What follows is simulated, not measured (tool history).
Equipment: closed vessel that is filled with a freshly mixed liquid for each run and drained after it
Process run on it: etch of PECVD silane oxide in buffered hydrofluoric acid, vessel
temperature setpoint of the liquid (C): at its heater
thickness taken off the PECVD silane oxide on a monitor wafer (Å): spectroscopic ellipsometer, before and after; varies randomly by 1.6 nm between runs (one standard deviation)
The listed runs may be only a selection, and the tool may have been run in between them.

run,hour,temperature setpoint of the liquid (C),parts of 40 % ammonium fluoride to one part of 49 % hydrofluoric acid (parts by volume),time in the liquid (s),thickness taken off the PECVD silane oxide on a monitor wafer (Å)
1,0.0,21.0,17,95,2584.7
2,3.9,21.5,17,95,2646.1
3,4.5,21.5,17,100,2753.3
4,6.2,18.5,17,100,2347.2
5,15.0,19.5,17,100,2461.7
6,18.1,20.0,17,100,2544.9
7,20.1,20.5,17,100,2627.9
8,27.6,21.0,17,100,2687.7

What does the tool deliver on the next run?
9,35.5,21.5,17,100,?

thickness taken off the PECVD silane oxide on a monitor wafer (Å): 2753.7
